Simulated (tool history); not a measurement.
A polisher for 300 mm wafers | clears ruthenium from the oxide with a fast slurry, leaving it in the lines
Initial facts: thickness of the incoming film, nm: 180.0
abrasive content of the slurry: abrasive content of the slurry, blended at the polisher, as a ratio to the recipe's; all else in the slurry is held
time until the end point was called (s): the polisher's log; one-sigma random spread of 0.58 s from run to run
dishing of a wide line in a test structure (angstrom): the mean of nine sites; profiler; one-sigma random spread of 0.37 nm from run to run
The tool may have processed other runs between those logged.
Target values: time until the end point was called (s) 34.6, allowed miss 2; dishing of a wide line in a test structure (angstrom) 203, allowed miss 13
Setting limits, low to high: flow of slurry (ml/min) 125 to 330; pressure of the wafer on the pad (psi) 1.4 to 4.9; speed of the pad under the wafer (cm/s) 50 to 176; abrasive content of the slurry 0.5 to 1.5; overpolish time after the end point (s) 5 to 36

run	hour	flow of slurry (ml/min)	pressure of the wafer on the pad (psi)	speed of the pad under the wafer (cm/s)	abrasive content of the slurry	overpolish time after the end point (s)	time until the end point was called (s)	dishing of a wide line in a test structure (angstrom)
1	0	210	3.1	112	1	18	35.333	634.61
2	1.4	210	2.9	112	1	14	37.645	485.83
3	6.1	210	2.5	112	1	14	43.729	440.98
4	10.8	210	3	92	0.95	11	41.117	354.12
5	13.7	195	3.5	80	0.8	9	39.683	309.54
6	15.1	175	3.8	70	0.7	8	41.8	259.88
7	15.7	160	4.1	66	0.65	7	40.594	231.05
8	23	150	4.3	64	0.6	6	40.438	200.34
9	25.7	155	4.5	64	0.6	6	40.749	211.91
# hour 29: worn pad replaced by a new one
10	29	145	4.6	68	0.55	6	33.99	242.88
11	34.5	140	4.7	66	0.55	6	33.989	245.88
12	42	135	4.8	64	0.55	6	33.552	242.73
13	50.4	130	4.8	62	0.55	6	35.241	254.09
14	57.9	145	4.8	62	0.55	6	35.012	248.96
15	66	140	4.6	68	0.55	6	33.307	245.44
16	71.3	125	3.7	88	0.5	5	37.723	185.85
17	79.4	125	3.7	88	0.5	5	37.695	181.79
18	80.8	125	3.8	88	0.5	5	37.2	190.73

Which one of the following 4 next-run settings gets every result inside its allowed miss? There is exactly one.
A	82.2	135	4.3	80	0.5	5	?	?
B	82.2	125	4	74	0.55	5	?	?
C	82.2	170	4	110	0.5	5	?	?
D	82.2	125	4.3	96	0.5	5	?	?

move	time until the end point was called (s)	dishing of a wide line in a test structure (angstrom)
A	34.989	206.65
B	38.505	188.58
C	30.724	233.81
D	31.966	225.19
A: every result within its allowed miss
B: moves away from the targets compared with the last run
C: takes the result that was furthest off past its target
D: takes the result that was furthest off past its target
A meets every target.
